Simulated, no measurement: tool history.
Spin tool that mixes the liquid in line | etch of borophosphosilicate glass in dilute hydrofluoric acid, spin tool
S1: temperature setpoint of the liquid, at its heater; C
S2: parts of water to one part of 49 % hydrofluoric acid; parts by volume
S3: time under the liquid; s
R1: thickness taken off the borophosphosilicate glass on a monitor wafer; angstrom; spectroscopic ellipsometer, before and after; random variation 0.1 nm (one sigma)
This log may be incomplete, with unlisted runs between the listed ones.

run	hour	S1	S2	S3	R1
1	0	20	185	55	118.91
2	6.6	20	185	60	130.79
3	13.3	20	185	60	128.12
4	14.5	20.5	185	60	132.4
5	21.1	17	185	60	114.56
6	27.8	17	185	60	114.81
7	30.1	18	185	60	119.84
8	34.5	18	185	60	119.97

Estimate the outcome of run 9 from the log above:
9	37.4	18.5	185	60	?

{"run 9": {"R1": 123.64}}

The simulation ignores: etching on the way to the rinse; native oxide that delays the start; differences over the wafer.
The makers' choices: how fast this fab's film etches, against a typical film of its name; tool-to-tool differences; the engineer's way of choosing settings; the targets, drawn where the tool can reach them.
